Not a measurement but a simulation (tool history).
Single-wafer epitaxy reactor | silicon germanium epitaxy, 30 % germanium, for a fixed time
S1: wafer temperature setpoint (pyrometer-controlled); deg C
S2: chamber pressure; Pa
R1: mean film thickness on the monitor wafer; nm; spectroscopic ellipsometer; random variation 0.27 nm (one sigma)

run,hour,S1,S2,R1
1,0,600,2400,56.587
2,8.4,609,2400,67.314
3,11.8,609,2053,61.116
4,17.9,614,2093,68.003
5,21.6,609,2093,62.031
6,24.3,609,2293,65.171
7,26.9,613,2306,70.274
8,32.3,616,2306,74.293

Run 9 comes next. What will it give?
9,33.7,618,2306,?

{"run 9": {"R1": 77.338}}
